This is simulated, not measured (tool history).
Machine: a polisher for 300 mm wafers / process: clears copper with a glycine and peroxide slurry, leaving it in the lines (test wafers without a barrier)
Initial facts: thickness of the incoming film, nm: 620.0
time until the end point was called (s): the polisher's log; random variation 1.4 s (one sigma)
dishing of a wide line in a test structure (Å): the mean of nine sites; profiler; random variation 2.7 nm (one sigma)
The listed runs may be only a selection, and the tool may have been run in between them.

run,hour,flow of slurry (ml/min),pressure of the wafer on the pad (kPa),speed of the pad under the wafer (cm/s),overpolish time after the end point (s),time until the end point was called (s),dishing of a wide line in a test structure (Å)
1,0,200,16.5,122,20,102.52,671.29
2,0.9,200,17.9,122,22,94.585,749.1
3,6.2,200,18.6,122,24,93.332,793.96
4,14.2,200,19.3,124,26,88.398,840.02
5,18.5,220,19.3,124,26,85.625,896.2
6,19.1,225,19.3,124,27,85.416,906.92
7,25.5,225,19.3,124,27,89.661,905.65
8,34.3,225,20,124,28,83.905,930.43
9,43.1,225,20,124,29,84.731,926.6

Run 10 comes next. What will it give?
10,49.8,225,20,124,31,?,?

time until the end point was called (s): 82.52
dishing of a wide line in a test structure (Å): 978.32
